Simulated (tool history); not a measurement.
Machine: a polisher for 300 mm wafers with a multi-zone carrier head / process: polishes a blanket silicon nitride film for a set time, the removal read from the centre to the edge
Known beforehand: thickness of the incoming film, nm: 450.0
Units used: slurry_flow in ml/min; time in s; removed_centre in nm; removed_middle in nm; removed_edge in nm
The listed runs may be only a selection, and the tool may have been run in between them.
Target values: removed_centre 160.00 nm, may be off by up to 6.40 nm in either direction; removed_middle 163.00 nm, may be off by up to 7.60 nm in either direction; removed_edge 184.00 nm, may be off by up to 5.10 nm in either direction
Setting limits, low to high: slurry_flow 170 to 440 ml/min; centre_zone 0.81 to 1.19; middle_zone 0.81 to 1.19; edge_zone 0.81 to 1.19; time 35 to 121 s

Run 1, hour 0.0: slurry_flow 280 ml/min, centre_zone 1.00, middle_zone 1.00, edge_zone 1.00, time 78 s. Result: removed_centre 126.15 nm, removed_middle 131.03 nm, removed_edge 129.06 nm.
Run 2, hour 4.8: slurry_flow 280 ml/min, centre_zone 0.96, middle_zone 1.00, edge_zone 1.00, time 78 s. Result: removed_centre 122.28 nm, removed_middle 130.64 nm, removed_edge 129.29 nm.
Run 3, hour 5.4: slurry_flow 280 ml/min, centre_zone 0.96, middle_zone 0.99, edge_zone 1.03, time 82 s. Result: removed_centre 129.36 nm, removed_middle 134.78 nm, removed_edge 137.67 nm.
Run 4, hour 9.5: slurry_flow 280 ml/min, centre_zone 0.96, middle_zone 0.99, edge_zone 1.07, time 82 s. Result: removed_centre 127.67 nm, removed_middle 137.97 nm, removed_edge 139.08 nm.
Run 5, hour 18.4: slurry_flow 280 ml/min, centre_zone 0.96, middle_zone 0.99, edge_zone 1.07, time 67 s. Result: removed_centre 103.55 nm, removed_middle 109.91 nm, removed_edge 113.13 nm.
Run 6, hour 26.2: slurry_flow 280 ml/min, centre_zone 0.95, middle_zone 0.97, edge_zone 1.09, time 74 s. Result: removed_centre 115.06 nm, removed_middle 119.70 nm, removed_edge 127.07 nm.
Run 7, hour 30.3: slurry_flow 305 ml/min, centre_zone 0.94, middle_zone 0.96, edge_zone 1.19, time 96 s. Result: removed_centre 145.76 nm, removed_middle 159.24 nm, removed_edge 175.50 nm.
Run 8, hour 35.4: slurry_flow 305 ml/min, centre_zone 0.95, middle_zone 0.95, edge_zone 1.19, time 97 s. Result: removed_centre 153.31 nm, removed_middle 156.53 nm, removed_edge 176.30 nm.
Run 9, hour 40.8: slurry_flow 305 ml/min, centre_zone 0.95, middle_zone 0.95, edge_zone 1.19, time 98 s. Result: removed_centre 153.87 nm, removed_middle 156.43 nm, removed_edge 179.72 nm.

5 next moves are on the table. One of them brings every result within its allowed miss. Which?
Run A, hour 46.2: slurry_flow 290 ml/min, centre_zone 1.06, middle_zone 0.94, edge_zone 1.13, time 99 s. Result: removed_centre ?, removed_middle ?, removed_edge ?.
Run B, hour 46.2: slurry_flow 355 ml/min, centre_zone 0.91, middle_zone 0.88, edge_zone 1.19, time 99 s. Result: removed_centre ?, removed_middle ?, removed_edge ?.
Run C, hour 46.2: slurry_flow 215 ml/min, centre_zone 1.02, middle_zone 0.99, edge_zone 1.15, time 99 s. Result: removed_centre ?, removed_middle ?, removed_edge ?.
Run D, hour 46.2: slurry_flow 420 ml/min, centre_zone 0.97, middle_zone 0.92, edge_zone 1.19, time 95 s. Result: removed_centre ?, removed_middle ?, removed_edge ?.
Run E, hour 46.2: slurry_flow 270 ml/min, centre_zone 0.95, middle_zone 0.95, edge_zone 1.16, time 102 s. Result: removed_centre ?, removed_middle ?, removed_edge ?.

move  removed_centre  removed_middle  removed_edge
   A          173.39          159.28        175.08
   B          150.89          152.98        181.90
   C          162.79          162.71        173.59
   D          156.26          153.88        175.89
   E          159.08          164.80        182.10
A: carries the result that was furthest off beyond its target, to the other side
B: its largest miss is bigger than the last run's
C: puts the biggest miss on target and leaves a different result outside tolerance
D: puts the biggest miss on target and leaves a different result outside tolerance
E: all results in spec
E meets every target.

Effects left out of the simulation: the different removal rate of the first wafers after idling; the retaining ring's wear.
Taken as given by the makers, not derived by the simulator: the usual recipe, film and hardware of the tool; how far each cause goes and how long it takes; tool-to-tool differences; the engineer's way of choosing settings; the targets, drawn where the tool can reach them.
